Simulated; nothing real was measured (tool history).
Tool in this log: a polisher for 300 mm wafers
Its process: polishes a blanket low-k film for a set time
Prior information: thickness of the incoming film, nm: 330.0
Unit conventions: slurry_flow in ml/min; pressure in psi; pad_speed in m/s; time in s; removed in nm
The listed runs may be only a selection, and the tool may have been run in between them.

run 1 hour=0 | slurry_flow=145 pressure=2.3 pad_speed=1.26 slurry_solids=1 time=58 | removed=41.665
run 2 hour=5.4 | slurry_flow=145 pressure=2.7 pad_speed=1.26 slurry_solids=1 time=58 | removed=46.958
run 3 hour=6.9 | slurry_flow=130 pressure=2.7 pad_speed=1.26 slurry_solids=1 time=58 | removed=46.581
run 4 hour=12.9 | slurry_flow=130 pressure=2.3 pad_speed=1.26 slurry_solids=1 time=58 | removed=40.424
run 5 hour=14.6 | slurry_flow=135 pressure=2.6 pad_speed=1.3 slurry_solids=1 time=58 | removed=45.599
run 6 hour=20.9 | slurry_flow=140 pressure=2.8 pad_speed=1.34 slurry_solids=1 time=58 | removed=50.712

What will run 7 give?
run 7 hour=28.6 | slurry_flow=145 pressure=3 pad_speed=1.36 slurry_solids=1 time=58 | removed=?

removed: 55.657 nm
